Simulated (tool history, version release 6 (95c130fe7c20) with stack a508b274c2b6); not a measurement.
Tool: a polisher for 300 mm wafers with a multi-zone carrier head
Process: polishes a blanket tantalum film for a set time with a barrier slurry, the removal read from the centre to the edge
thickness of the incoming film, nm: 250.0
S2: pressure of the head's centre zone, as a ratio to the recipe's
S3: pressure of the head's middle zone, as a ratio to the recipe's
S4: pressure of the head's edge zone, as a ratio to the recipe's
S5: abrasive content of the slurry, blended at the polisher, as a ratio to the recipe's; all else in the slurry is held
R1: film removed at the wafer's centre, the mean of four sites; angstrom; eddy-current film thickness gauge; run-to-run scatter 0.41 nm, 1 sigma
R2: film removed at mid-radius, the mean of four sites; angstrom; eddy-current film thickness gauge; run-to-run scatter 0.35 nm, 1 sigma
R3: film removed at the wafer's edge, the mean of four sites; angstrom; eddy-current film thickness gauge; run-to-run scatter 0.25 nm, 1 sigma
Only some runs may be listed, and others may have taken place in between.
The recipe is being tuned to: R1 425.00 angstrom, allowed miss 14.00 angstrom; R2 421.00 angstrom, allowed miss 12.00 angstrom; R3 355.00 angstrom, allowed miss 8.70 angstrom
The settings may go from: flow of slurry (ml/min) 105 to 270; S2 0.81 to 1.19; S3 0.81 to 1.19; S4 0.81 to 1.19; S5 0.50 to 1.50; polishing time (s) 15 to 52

run 1 day=0.000 | flow_of_slurry_(ml/min)=175 S2=1.00 S3=1.00 S4=1.00 S5=1.00 polishing_time_(s)=33 | R1=317.34 R2=321.55 R3=312.69
run 2 day=0.238 | flow_of_slurry_(ml/min)=175 S2=1.00 S3=1.00 S4=1.00 S5=0.90 polishing_time_(s)=33 | R1=307.16 R2=313.18 R3=294.94
run 3 day=0.446 | flow_of_slurry_(ml/min)=175 S2=1.00 S3=1.00 S4=1.00 S5=0.90 polishing_time_(s)=28 | R1=258.79 R2=264.24 R3=253.69
run 4 day=0.554 | flow_of_slurry_(ml/min)=175 S2=1.00 S3=1.00 S4=0.97 S5=0.90 polishing_time_(s)=28 | R1=261.82 R2=268.32 R3=248.19
run 5 day=0.817 | flow_of_slurry_(ml/min)=185 S2=1.02 S3=1.03 S4=0.97 S5=1.00 polishing_time_(s)=28 | R1=277.88 R2=283.99 R3=260.68
run 6 day=0.917 | flow_of_slurry_(ml/min)=185 S2=1.02 S3=1.03 S4=0.90 S5=1.00 polishing_time_(s)=28 | R1=281.64 R2=284.70 R3=250.47
run 7 day=1.238 | flow_of_slurry_(ml/min)=195 S2=1.04 S3=1.05 S4=0.91 S5=1.10 polishing_time_(s)=28 | R1=292.18 R2=301.08 R3=263.25
run 8 day=1.379 | flow_of_slurry_(ml/min)=195 S2=1.04 S3=1.05 S4=0.91 S5=1.10 polishing_time_(s)=28 | R1=290.09 R2=305.37 R3=258.77
run 9 day=1.700 | flow_of_slurry_(ml/min)=245 S2=1.14 S3=1.15 S4=1.01 S5=1.35 polishing_time_(s)=31 | R1=392.74 R2=393.53 R3=328.35

Below are 4 possible settings for the next run. Only one of them brings all results inside the allowed miss of their targets. Which is it?
run A day=2.021 | flow_of_slurry_(ml/min)=245 S2=1.15 S3=1.15 S4=1.02 S5=1.45 polishing_time_(s)=33 | R1=? R2=? R3=?
run B day=2.021 | flow_of_slurry_(ml/min)=225 S2=0.95 S3=1.01 S4=1.02 S5=1.40 polishing_time_(s)=32 | R1=? R2=? R3=?
run C day=2.021 | flow_of_slurry_(ml/min)=225 S2=1.19 S3=0.96 S4=1.10 S5=1.30 polishing_time_(s)=34 | R1=? R2=? R3=?
run D day=2.021 | flow_of_slurry_(ml/min)=260 S2=1.19 S3=1.11 S4=0.96 S5=1.30 polishing_time_(s)=35 | R1=? R2=? R3=?

move=A R1=423.78 R2=422.70 R3=356.38
move=B R1=332.16 R2=360.63 R3=340.84
move=C R1=434.73 R2=360.07 R3=369.51
move=D R1=456.42 R2=426.43 R3=359.64
A: all results in spec
B: the biggest miss grows against the last run
C: moves the result that the last run missed by most past its target, out the other side
D: corrects the largest miss of the last run, while another result sits out of spec
Move A is the one to make.

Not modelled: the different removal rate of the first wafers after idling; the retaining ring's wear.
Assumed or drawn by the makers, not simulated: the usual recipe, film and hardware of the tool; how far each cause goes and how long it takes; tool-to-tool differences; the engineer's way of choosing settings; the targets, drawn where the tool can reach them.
